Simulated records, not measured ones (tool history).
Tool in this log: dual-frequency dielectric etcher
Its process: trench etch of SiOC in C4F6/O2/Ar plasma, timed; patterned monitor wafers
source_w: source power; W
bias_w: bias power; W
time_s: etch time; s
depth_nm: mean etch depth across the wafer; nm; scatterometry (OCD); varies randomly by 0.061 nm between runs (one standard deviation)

| run | hour | source_w | bias_w | time_s | depth_nm |
|---|---|---|---|---|---|
| 1 | 0.0 | 440 | 188 | 15.0 | 34.353 |
| 2 | 5.7 | 440 | 188 | 15.5 | 35.502 |
| 3 | 12.6 | 500 | 188 | 15.5 | 36.953 |
| 4 | 16.0 | 500 | 188 | 15.0 | 35.803 |
| 5 | 24.0 | 500 | 216 | 15.0 | 37.255 |
| 6 | 25.3 | 570 | 216 | 15.0 | 38.892 |
| 7 | 31.0 | 510 | 202 | 15.0 | 36.734 |
| 8 | 37.2 | 460 | 193 | 15.0 | 35.269 |
| 9 | 38.6 | 430 | 183 | 15.0 | 33.864 |
| 10 | 45.4 | 400 | 178 | 15.0 | 32.773 |
| 11 | 52.3 | 380 | 175 | 15.0 | 32.149 |

Predict the results of run 12:
| 12 | 54.5 | 360 | 173 | 15.0 | ? |

{"run 12": {"depth_nm": 31.455}}

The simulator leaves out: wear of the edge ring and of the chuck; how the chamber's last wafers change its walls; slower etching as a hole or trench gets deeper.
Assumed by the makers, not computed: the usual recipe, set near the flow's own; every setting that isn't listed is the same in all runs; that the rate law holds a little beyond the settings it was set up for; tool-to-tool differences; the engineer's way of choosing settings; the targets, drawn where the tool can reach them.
